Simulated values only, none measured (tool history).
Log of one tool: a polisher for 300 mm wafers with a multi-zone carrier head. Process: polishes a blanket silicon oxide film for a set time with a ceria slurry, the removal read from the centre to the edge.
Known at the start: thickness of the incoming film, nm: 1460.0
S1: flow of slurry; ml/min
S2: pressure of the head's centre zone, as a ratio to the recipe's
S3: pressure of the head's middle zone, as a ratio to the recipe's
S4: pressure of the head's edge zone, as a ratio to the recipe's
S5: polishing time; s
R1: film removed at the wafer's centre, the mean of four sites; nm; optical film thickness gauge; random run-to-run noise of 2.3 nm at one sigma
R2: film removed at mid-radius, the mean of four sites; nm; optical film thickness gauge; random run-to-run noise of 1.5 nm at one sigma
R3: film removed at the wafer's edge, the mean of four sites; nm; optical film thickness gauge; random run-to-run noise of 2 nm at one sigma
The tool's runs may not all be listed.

run	hour	S1	S2	S3	S4	S5	R1	R2	R3
1	0	215	1	1	1	39	266.87	259.35	257.93
2	1.3	205	0.97	0.99	0.98	39	252.24	255.86	252.32
3	6.3	205	1.05	0.99	0.98	39	281.52	256.23	255.99
4	13.2	195	1.02	0.98	0.97	39	270.83	253.02	250.06
5	18.4	240	1.02	0.98	0.97	39	277.46	258.11	258.35
6	20.3	230	0.99	0.97	0.96	39	268.55	254.03	258.26
7	27.9	215	0.97	0.97	0.95	39	257.96	253.48	253.41
8	30.3	205	0.95	0.97	0.94	39	248.56	250.76	251.63
9	31.1	195	0.94	0.97	0.93	39	246.4	251.6	249.87
10	33.8	165	0.84	0.93	0.83	37	205.87	225.23	219.23
11	35.4	165	0.84	0.93	0.83	37	202.01	225.56	221.15
12	41.6	170	0.84	0.93	0.83	37	202.56	225.07	221.06
13	47	175	0.84	0.94	0.83	37	203.87	229.07	219.87

Predict the results of run 14:
14	54	180	0.84	0.94	0.84	37	?	?	?

{"run 14": {"R1": 202.28, "R2": 226.68, "R3": 222.37}}
